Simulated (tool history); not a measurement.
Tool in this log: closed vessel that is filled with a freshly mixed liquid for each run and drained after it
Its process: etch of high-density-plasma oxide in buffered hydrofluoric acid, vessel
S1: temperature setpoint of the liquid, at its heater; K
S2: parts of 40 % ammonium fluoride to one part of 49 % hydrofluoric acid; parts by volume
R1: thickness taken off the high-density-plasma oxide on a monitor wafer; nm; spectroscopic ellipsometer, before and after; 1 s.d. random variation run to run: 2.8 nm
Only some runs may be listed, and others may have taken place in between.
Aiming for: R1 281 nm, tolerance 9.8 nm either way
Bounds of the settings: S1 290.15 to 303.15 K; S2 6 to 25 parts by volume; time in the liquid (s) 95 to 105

{"run": 1, "day": 0.0, "S1": 295.15, "S2": 15.5, "time in the liquid (s)": 95, "R1": 127.11}
{"run": 2, "day": 0.283, "S1": 296.15, "S2": 14.5, "time in the liquid (s)": 95, "R1": 141.79}
{"run": 3, "day": 0.346, "S1": 296.15, "S2": 16, "time in the liquid (s)": 95, "R1": 129.14}
{"run": 4, "day": 0.667, "S1": 297.15, "S2": 15, "time in the liquid (s)": 95, "R1": 145.62}
{"run": 5, "day": 0.767, "S1": 300.15, "S2": 15, "time in the liquid (s)": 95, "R1": 173.52}
{"run": 6, "day": 1.142, "S1": 300.15, "S2": 15, "time in the liquid (s)": 105, "R1": 189.71}
{"run": 7, "day": 1.2, "S1": 300.15, "S2": 15, "time in the liquid (s)": 105, "R1": 189.66}
{"run": 8, "day": 1.379, "S1": 300.65, "S2": 14.5, "time in the liquid (s)": 105, "R1": 198.9}
{"run": 9, "day": 1.562, "S1": 301.15, "S2": 14, "time in the liquid (s)": 105, "R1": 210.79}
{"run": 10, "day": 1.642, "S1": 301.65, "S2": 13.5, "time in the liquid (s)": 105, "R1": 224.37}

Exercise: of the 4 proposed moves below, exactly one satisfies all targets within the stated allowed misses. Which move is it?
{"run": "A", "day": 1.721, "S1": 299.65, "S2": 9, "time in the liquid (s)": 100, "R1": "?"}
{"run": "B", "day": 1.721, "S1": 301.15, "S2": 13.5, "time in the liquid (s)": 100, "R1": "?"}
{"run": "C", "day": 1.721, "S1": 297.15, "S2": 6.5, "time in the liquid (s)": 95, "R1": "?"}
{"run": "D", "day": 1.721, "S1": 303.15, "S2": 16, "time in the liquid (s)": 100, "R1": "?"}

move=A R1=277.34
move=B R1=209.85
move=C R1=322.18
move=D R1=197.49
A: all results in spec
B: misses by more than the last run did
C: the result that was furthest off in the last run now lies on the other side of its target
D: misses by more than the last run did
A is the move that brings every result within its allowed miss.
